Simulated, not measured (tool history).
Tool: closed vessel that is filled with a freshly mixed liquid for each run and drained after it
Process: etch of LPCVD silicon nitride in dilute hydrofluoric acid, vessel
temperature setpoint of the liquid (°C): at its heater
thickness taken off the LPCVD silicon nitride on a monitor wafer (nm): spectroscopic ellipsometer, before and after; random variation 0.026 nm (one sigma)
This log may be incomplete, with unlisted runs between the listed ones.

run  hour  temperature setpoint of the liquid (°C)  parts of water to one part of 49 % hydrofluoric acid (parts by volume)  time in the liquid (s)  thickness taken off the LPCVD silicon nitride on a monitor wafer (nm)
  1   0.0                                       25                                                                     120                    1335                                                                 5.8132
  2   6.2                                       28                                                                     120                    1335                                                                 7.0134
  3  13.0                                       29                                                                     120                    1335                                                                 7.4563
  4  14.5                                       29                                                                     145                    1335                                                                 6.1772
  5  17.9                                       29                                                                     145                    1335                                                                 6.1199
  6  26.0                                       29                                                                     145                    1335                                                                 5.9936
  7  30.2                                       28                                                                     145                    1335                                                                 5.7308
  8  37.0                                       27                                                                     145                    1335                                                                 5.3993
  9  40.3                                       26                                                                     145                    1335                                                                 5.1131

What does the tool deliver on the next run?
 10  42.4                                       25                                                                     145                    1335                                                                      ?

Run 10 yielded thickness taken off the LPCVD silicon nitride on a monitor wafer (nm) 4.7556.
